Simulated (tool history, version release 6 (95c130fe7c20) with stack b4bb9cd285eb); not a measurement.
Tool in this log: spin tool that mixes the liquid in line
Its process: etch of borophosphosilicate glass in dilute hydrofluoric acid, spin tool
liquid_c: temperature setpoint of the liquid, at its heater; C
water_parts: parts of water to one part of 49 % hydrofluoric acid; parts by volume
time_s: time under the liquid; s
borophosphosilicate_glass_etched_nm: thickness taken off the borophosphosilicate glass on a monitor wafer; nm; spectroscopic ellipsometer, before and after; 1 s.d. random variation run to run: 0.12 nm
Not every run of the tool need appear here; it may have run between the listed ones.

run  hour  liquid_c  water_parts  time_s  borophosphosilicate_glass_etched_nm
  1   0.0      24.0          185     100                               25.395
  2   2.1      23.5          190     100                               23.960
  3  11.1      22.0          190     100                               22.839
  4  11.6      21.5          195     100                               21.657
  5  15.2      21.5          225     100                               17.866
  6  16.7      25.0          225     100                               20.350
  7  21.4      24.5          225     100                               20.181
  8  23.2      24.0          225     100                               19.644

Run 9 has not been measured yet. What should we expect?
  9  31.7      24.0          225     100                                    ?

borophosphosilicate_glass_etched_nm: 19.888 nm
